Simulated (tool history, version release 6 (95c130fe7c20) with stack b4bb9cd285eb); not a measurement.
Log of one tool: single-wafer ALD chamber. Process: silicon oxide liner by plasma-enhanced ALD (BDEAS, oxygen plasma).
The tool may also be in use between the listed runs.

run  hour  heater temperature setpoint (°C)  number of ALD cycles (cycles)  mean film thickness on the monitor wafer (Å)
  1     0                               320                             50                                        46.327
  2   6.8                               320                             46                                        42.375
  3  10.2                               320                             50                                        46.111
  4  18.9                               319                             53                                        49.023
  5  20.6                               319                             55                                        50.837
  6  23.6                               319                             57                                        52.609
  7  28.1                               319                             58                                         53.73
  8  34.4                               319                             59                                        54.869

Expected results for the next run?
  9  42.8                               319                             60                                             ?

mean film thickness on the monitor wafer (Å): 55.696
